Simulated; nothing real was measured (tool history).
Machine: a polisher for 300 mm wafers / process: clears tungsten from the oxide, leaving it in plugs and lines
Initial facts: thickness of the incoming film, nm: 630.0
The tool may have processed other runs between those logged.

run,hour,flow of slurry (ml/min),pressure of the wafer on the pad (psi),speed of the pad under the wafer (m/s),abrasive content of the slurry,overpolish time after the end point (s),time until the end point was called (s)
1,0,185,3.7,1.3,1,38,168.02
2,4.3,160,3.7,1.3,1,38,171.94
3,8.5,160,3.5,1.3,1,38,181.36
4,11.3,160,3.5,1.3,1,41,179.61
# hour 16.8: slurry tank refilled with fresh slurry and peroxide
5,16.8,160,3.4,1.3,1,41,142.14
6,24.5,135,3.4,1.3,1,41,147.76
7,28.4,150,3.3,1.3,1,41,150.02
8,33,160,3.6,1.28,1,41,136.04
9,42,170,3.4,1.28,1,41,143.07
10,43.4,165,3.7,1.2,0.95,41,141.22
11,50.5,165,3.5,1.24,1,41,142.63
12,58,165,3.4,1.36,1,41,134.77
13,61.3,160,3.4,1.28,1,41,143.67
14,65,155,3.8,1.18,1.05,41,141.55
15,73.9,155,3.5,1.14,1,41,159.19
16,74.8,155,3.3,1.1,1,41,173.2
17,78.8,155,3.1,1.1,1,41,182.04
18,85.4,155,3,1.1,1,41,186.59

Run 19 comes next. What will it give?
19,86.8,155,3,1.1,1,41,?

Run 19 yielded time until the end point was called (s) 187.97.
